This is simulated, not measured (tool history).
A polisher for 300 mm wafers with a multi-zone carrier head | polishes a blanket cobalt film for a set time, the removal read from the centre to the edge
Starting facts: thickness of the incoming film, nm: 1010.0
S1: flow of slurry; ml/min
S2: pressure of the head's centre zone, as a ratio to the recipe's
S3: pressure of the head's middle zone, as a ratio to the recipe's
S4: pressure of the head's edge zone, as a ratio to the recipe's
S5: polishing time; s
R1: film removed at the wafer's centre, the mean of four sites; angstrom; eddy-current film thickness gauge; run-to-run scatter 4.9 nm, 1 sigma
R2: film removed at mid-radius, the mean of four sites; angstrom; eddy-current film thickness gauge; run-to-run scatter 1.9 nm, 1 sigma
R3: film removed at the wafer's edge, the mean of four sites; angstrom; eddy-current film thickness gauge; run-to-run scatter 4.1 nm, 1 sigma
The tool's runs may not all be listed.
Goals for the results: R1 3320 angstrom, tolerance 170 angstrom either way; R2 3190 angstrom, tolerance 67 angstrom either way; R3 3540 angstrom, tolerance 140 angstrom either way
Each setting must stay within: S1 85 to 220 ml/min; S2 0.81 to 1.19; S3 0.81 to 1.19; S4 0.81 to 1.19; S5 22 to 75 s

run,day,S1,S2,S3,S4,S5,R1,R2,R3
1,0,140,1,1,1,48,2529.5,2688.7,2624.7
2,0.142,140,1,0.95,1,48,2464.3,2574.3,2564.9
3,0.462,140,1,0.95,1,60,3193.1,3194.5,3350.7
4,0.712,140,1,0.95,0.93,60,3106.2,3223.1,3170.7
5,1.042,170,1,0.95,0.93,60,3287.6,3296.1,3214.7
6,1.083,170,1,1.01,0.93,60,3266.1,3489.9,3291.4
7,1.421,160,1.01,0.99,0.98,60,3204.8,3389.9,3386.2
# day 1.604: centre zone pressure recalibrated
8,1.604,155,1.03,0.97,1,60,3571.3,3282.5,3339.9
9,1.629,150,1.02,0.96,1.03,60,3512.8,3232.7,3367.4
10,1.796,145,1,0.96,1.05,60,3366.5,3262.9,3331.1

Which single option among these 5 for the next run brings every result within its allowed miss of target? Just one does.
A,1.962,160,1.04,0.99,1.03,56,?,?,?
B,1.962,210,1.03,0.98,1.09,55,?,?,?
C,1.962,100,0.95,0.89,1.04,67,?,?,?
D,1.962,210,1.14,0.97,1.08,53,?,?,?
E,1.962,145,1.06,0.91,1.09,62,?,?,?

move,R1,R2,R3
A,3310.4,3154.4,3128.8
B,3363,3191,3244.9
C,3320.1,3179.8,3551.8
D,3555.3,3047,3113.7
E,3662.6,3203.7,3520.7
A: misses by more than the last run did
B: misses by more than the last run did
C: every result within its allowed miss
D: misses by more than the last run did
E: corrects the largest miss of the last run, while another result sits out of spec
Go with C: it meets all targets.

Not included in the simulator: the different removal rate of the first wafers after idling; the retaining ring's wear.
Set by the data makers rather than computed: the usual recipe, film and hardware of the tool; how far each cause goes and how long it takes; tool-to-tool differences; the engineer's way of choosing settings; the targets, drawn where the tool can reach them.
